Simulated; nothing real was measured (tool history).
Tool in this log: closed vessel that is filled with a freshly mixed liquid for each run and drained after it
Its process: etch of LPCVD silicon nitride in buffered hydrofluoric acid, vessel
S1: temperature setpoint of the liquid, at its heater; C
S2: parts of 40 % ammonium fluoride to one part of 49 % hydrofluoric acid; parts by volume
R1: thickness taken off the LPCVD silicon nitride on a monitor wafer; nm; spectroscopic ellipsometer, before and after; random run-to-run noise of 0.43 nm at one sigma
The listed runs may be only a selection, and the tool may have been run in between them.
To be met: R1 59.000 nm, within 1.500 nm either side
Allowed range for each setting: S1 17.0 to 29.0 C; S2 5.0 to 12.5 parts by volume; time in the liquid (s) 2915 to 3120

{"run": 1, "day": 0.0, "S1": 21.0, "S2": 7.5, "time in the liquid (s)": 2915, "R1": 39.639}
{"run": 2, "day": 0.146, "S1": 21.0, "S2": 7.5, "time in the liquid (s)": 3120, "R1": 42.96}
{"run": 3, "day": 0.5, "S1": 21.0, "S2": 9.5, "time in the liquid (s)": 3120, "R1": 34.849}
{"run": 4, "day": 0.812, "S1": 21.0, "S2": 8.5, "time in the liquid (s)": 3120, "R1": 37.674}
{"run": 5, "day": 1.088, "S1": 22.5, "S2": 8.5, "time in the liquid (s)": 3120, "R1": 41.483}
{"run": 6, "day": 1.412, "S1": 22.5, "S2": 8.5, "time in the liquid (s)": 3120, "R1": 41.286}
{"run": 7, "day": 1.817, "S1": 24.0, "S2": 8.5, "time in the liquid (s)": 3120, "R1": 44.555}
{"run": 8, "day": 2.104, "S1": 24.0, "S2": 8.5, "time in the liquid (s)": 3120, "R1": 44.589}
{"run": 9, "day": 2.279, "S1": 25.5, "S2": 8.5, "time in the liquid (s)": 3120, "R1": 48.596}
{"day": 2.575, "done": "hydrofluoric acid flow meter replaced"}
{"run": 10, "day": 2.575, "S1": 26.5, "S2": 8.5, "time in the liquid (s)": 3120, "R1": 57.359}

Next run, 4 choices. One meets every target within its allowed miss, the rest don't. Which?
{"run": "A", "day": 2.871, "S1": 26.5, "S2": 8.0, "time in the liquid (s)": 3055, "R1": "?"}
{"run": "B", "day": 2.871, "S1": 28.5, "S2": 9.0, "time in the liquid (s)": 2920, "R1": "?"}
{"run": "C", "day": 2.871, "S1": 29.0, "S2": 10.0, "time in the liquid (s)": 3025, "R1": "?"}
{"run": "D", "day": 2.871, "S1": 25.0, "S2": 8.0, "time in the liquid (s)": 3105, "R1": "?"}

move=A R1=60.091
move=B R1=56.233
move=C R1=55.986
move=D R1=56.335
A: in spec on every target
B: lands further from the targets than the last run did
C: lands further from the targets than the last run did
D: lands further from the targets than the last run did
The right move is A.
